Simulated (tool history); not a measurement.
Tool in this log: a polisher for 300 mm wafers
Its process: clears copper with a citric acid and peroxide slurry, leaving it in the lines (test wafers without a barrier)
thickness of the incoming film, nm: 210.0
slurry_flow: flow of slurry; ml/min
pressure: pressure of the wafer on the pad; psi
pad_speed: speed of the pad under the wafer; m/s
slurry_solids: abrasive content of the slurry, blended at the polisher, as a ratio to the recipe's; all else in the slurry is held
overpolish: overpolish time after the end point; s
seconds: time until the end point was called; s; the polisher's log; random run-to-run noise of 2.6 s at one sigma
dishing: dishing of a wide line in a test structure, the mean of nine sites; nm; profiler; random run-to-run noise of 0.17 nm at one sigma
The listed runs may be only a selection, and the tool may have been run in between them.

run,hour,slurry_flow,pressure,pad_speed,slurry_solids,overpolish,seconds,dishing
1,0,290,2.2,1.14,1,13,97.321,20.435
2,1.6,290,2.1,1.12,1,12,99.357,18.574
3,4.6,360,2.1,1.12,1,12,99.609,18.623
4,7.9,360,2,1.1,1,12,107.94,17.453
5,13.6,360,2,1.1,1,8,108.52,11.849
6,18.3,420,2,1.1,1,8,105.04,12.476
7,20.5,420,1.9,1.1,1,8,112.5,11.237
8,28.5,420,1.8,1.1,1,8,118.69,11.157
9,32.5,420,1.8,1.1,1,8,116.74,10.95

For run 10, what comes out?
10,33.9,420,1.2,1.06,1,10,?,?

Run 10 produced seconds 173.75 s, dishing 9.2754 nm.

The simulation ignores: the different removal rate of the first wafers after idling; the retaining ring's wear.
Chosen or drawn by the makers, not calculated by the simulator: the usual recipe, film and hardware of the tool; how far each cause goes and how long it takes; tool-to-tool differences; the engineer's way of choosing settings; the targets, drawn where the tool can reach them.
